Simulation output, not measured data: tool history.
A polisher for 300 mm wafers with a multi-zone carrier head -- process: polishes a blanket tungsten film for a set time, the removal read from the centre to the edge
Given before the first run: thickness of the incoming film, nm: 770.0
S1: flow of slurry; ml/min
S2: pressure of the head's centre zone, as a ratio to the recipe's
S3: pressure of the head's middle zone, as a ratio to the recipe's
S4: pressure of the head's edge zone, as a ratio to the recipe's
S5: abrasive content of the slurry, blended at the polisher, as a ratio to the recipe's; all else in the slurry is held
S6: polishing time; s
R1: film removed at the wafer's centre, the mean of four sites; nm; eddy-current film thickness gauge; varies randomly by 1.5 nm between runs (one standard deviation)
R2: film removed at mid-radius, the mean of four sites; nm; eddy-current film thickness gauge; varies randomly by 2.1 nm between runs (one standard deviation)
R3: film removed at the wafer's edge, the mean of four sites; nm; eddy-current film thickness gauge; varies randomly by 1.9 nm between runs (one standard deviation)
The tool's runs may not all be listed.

run 1 day=0.000 | S1=250 S2=1.00 S3=1.00 S4=1.00 S5=1.00 S6=40 | R1=221.67 R2=220.37 R3=216.65
run 2 day=0.346 | S1=245 S2=0.97 S3=1.02 S4=1.03 S5=1.00 S6=40 | R1=215.63 R2=223.01 R3=219.04
run 3 day=0.396 | S1=245 S2=0.94 S3=1.04 S4=1.06 S5=1.05 S6=40 | R1=210.39 R2=233.71 R3=224.24
run 4 day=0.429 | S1=300 S2=0.94 S3=1.04 S4=1.06 S5=1.05 S6=40 | R1=218.54 R2=236.76 R3=228.12
run 5 day=0.638 | S1=325 S2=0.94 S3=1.04 S4=1.06 S5=1.05 S6=40 | R1=217.45 R2=237.40 R3=230.49
run 6 day=0.996 | S1=325 S2=0.94 S3=1.04 S4=1.06 S5=1.05 S6=34 | R1=184.78 R2=199.36 R3=193.78
run 7 day=1.158 | S1=325 S2=0.92 S3=1.04 S4=1.09 S5=1.15 S6=34 | R1=187.01 R2=207.10 R3=201.45
run 8 day=1.454 | S1=320 S2=0.82 S3=1.04 S4=1.19 S5=1.40 S6=36 | R1=192.08 R2=234.07 R3=233.46

Run 9 is up next; what results do you expect?
run 9 day=1.688 | S1=315 S2=0.82 S3=1.04 S4=1.19 S5=1.40 S6=36 | R1=? R2=? R3=?

{"run 9": {"R1": 186.47, "R2": 229.02, "R3": 232.01}}
